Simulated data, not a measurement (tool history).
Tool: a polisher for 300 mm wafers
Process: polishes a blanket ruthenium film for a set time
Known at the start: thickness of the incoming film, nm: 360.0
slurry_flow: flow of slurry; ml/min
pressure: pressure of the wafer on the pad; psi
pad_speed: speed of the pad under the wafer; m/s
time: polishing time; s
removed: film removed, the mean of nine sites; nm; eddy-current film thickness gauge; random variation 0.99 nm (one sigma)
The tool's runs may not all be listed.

Run 1, day 0: slurry_flow 290 ml/min, pressure 2 psi, pad_speed 0.78 m/s, time 118 s. Result: removed 107.56 nm.
Run 2, day 0.129: slurry_flow 290 ml/min, pressure 1.9 psi, pad_speed 0.78 m/s, time 118 s. Result: removed 104.3 nm.
Run 3, day 0.283: slurry_flow 290 ml/min, pressure 1.8 psi, pad_speed 0.78 m/s, time 118 s. Result: removed 98.139 nm.
Run 4, day 0.65: slurry_flow 290 ml/min, pressure 1.8 psi, pad_speed 0.6 m/s, time 118 s. Result: removed 79.751 nm.
Run 5, day 0.804: slurry_flow 290 ml/min, pressure 1.8 psi, pad_speed 0.46 m/s, time 118 s. Result: removed 63.19 nm.
Run 6, day 1.121: slurry_flow 290 ml/min, pressure 2 psi, pad_speed 0.46 m/s, time 118 s. Result: removed 69.912 nm.
Run 7, day 1.425: slurry_flow 290 ml/min, pressure 2.1 psi, pad_speed 0.46 m/s, time 118 s. Result: removed 72.328 nm.

The next listed run, before its measurement:
Run 8, day 1.612: slurry_flow 290 ml/min, pressure 2.2 psi, pad_speed 0.46 m/s, time 118 s. Result: removed ?.

Run 8 gave removed 75.252 nm.
